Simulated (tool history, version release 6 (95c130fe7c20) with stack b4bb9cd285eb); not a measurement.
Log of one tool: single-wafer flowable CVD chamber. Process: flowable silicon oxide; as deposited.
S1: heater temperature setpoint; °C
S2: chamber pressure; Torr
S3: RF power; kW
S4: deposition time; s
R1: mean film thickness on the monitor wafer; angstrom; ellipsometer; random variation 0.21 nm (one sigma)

{"run": 1, "day": 0.0, "S1": 105, "S2": 0.621, "S3": 1.965, "S4": 201, "R1": 725.39}
{"run": 2, "day": 0.254, "S1": 105, "S2": 0.621, "S3": 1.965, "S4": 201, "R1": 719.12}
{"run": 3, "day": 0.467, "S1": 110, "S2": 0.62, "S3": 1.965, "S4": 201, "R1": 611.4}
{"run": 4, "day": 0.712, "S1": 110, "S2": 0.62, "S3": 1.965, "S4": 201, "R1": 608.06}
{"day": 0.762, "done": "RF generator calibrated"}
{"run": 5, "day": 0.762, "S1": 101, "S2": 0.62, "S3": 1.965, "S4": 201, "R1": 842.26}
{"run": 6, "day": 0.829, "S1": 101, "S2": 0.676, "S3": 1.965, "S4": 201, "R1": 919.2}
{"run": 7, "day": 1.021, "S1": 109, "S2": 0.675, "S3": 1.965, "S4": 201, "R1": 687.1}
{"run": 8, "day": 1.125, "S1": 114, "S2": 0.674, "S3": 1.965, "S4": 201, "R1": 591.46}

Forecast run 9:
{"run": 9, "day": 1.438, "S1": 117, "S2": 0.673, "S3": 1.965, "S4": 201, "R1": "?"}

{"run 9": {"R1": 538.67}}
